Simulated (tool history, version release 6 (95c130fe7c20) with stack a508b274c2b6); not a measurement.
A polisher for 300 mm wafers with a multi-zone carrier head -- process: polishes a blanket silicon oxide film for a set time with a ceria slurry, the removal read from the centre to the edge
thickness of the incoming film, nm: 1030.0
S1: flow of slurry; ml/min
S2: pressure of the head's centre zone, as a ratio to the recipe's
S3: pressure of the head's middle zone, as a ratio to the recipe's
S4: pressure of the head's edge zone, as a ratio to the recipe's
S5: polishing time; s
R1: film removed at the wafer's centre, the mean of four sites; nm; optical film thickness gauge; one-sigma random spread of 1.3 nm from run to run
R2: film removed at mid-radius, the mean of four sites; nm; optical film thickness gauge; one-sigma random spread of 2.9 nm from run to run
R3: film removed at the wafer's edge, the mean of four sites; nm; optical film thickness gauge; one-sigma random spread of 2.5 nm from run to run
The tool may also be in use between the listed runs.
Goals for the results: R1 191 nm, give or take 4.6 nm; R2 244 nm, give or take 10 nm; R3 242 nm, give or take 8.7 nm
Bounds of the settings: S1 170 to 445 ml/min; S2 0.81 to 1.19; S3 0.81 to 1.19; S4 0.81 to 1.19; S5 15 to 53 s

Run 1, hour 0: S1 285 ml/min, S2 1, S3 1, S4 1, S5 34 s. Result: R1 155.64 nm, R2 151.7 nm, R3 158 nm.
Run 2, hour 4.8: S1 285 ml/min, S2 1, S3 1.08, S4 1, S5 34 s. Result: R1 157.72 nm, R2 161.78 nm, R3 158.02 nm.
Run 3, hour 8.1: S1 285 ml/min, S2 1.08, S3 1.08, S4 1, S5 34 s. Result: R1 167.73 nm, R2 164.65 nm, R3 161.01 nm.
Run 4, hour 12.9: S1 270 ml/min, S2 1.01, S3 1.11, S4 1.05, S5 37 s. Result: R1 169.73 nm, R2 178.34 nm, R3 174.16 nm.
Run 5, hour 18.8: S1 270 ml/min, S2 1.01, S3 1.19, S4 1.05, S5 37 s. Result: R1 171.12 nm, R2 190.76 nm, R3 179.21 nm.
Run 6, hour 21.5: S1 280 ml/min, S2 0.96, S3 1.19, S4 1.08, S5 40 s. Result: R1 177.3 nm, R2 205.66 nm, R3 193.62 nm.
Run 7, hour 28.7: S1 275 ml/min, S2 0.93, S3 1.19, S4 1.11, S5 42 s. Result: R1 180.74 nm, R2 213 nm, R3 206.82 nm.
Run 8, hour 34.9: S1 285 ml/min, S2 0.9, S3 1.19, S4 1.12, S5 43 s. Result: R1 177.28 nm, R2 220.95 nm, R3 209.6 nm.
Run 9, hour 39.6: S1 280 ml/min, S2 0.89, S3 1.19, S4 1.14, S5 44 s. Result: R1 182.16 nm, R2 225.26 nm, R3 217.39 nm.
Run 10, hour 45.2: S1 275 ml/min, S2 0.88, S3 1.19, S4 1.15, S5 45 s. Result: R1 182.16 nm, R2 229.42 nm, R3 225.53 nm.
Run 11, hour 50.6: S1 280 ml/min, S2 0.88, S3 1.19, S4 1.16, S5 46 s. Result: R1 186.5 nm, R2 232.74 nm, R3 228.14 nm.

Exercise: of the 4 proposed moves below, exactly one satisfies all targets within the stated allowed misses. Which move is it?
Run A, hour 56: S1 255 ml/min, S2 0.96, S3 1.18, S4 1.14, S5 43 s. Result: R1 ?, R2 ?, R3 ?.
Run B, hour 56: S1 295 ml/min, S2 0.87, S3 1.19, S4 1.1, S5 46 s. Result: R1 ?, R2 ?, R3 ?.
Run C, hour 56: S1 220 ml/min, S2 0.86, S3 1.01, S4 1.19, S5 47 s. Result: R1 ?, R2 ?, R3 ?.
Run D, hour 56: S1 250 ml/min, S2 0.85, S3 1.15, S4 1.14, S5 49 s. Result: R1 ?, R2 ?, R3 ?.

move      R1      R2      R3
   A  189.55  221.15  209.08
   B  186.06  241.01  221.58
   C   182.6  213.57  231.85
   D  190.66  247.05  238.03
A: the biggest miss grows against the last run
B: the biggest miss grows against the last run
C: the biggest miss grows against the last run
D: meets every target
D is the move that brings every result within its allowed miss.

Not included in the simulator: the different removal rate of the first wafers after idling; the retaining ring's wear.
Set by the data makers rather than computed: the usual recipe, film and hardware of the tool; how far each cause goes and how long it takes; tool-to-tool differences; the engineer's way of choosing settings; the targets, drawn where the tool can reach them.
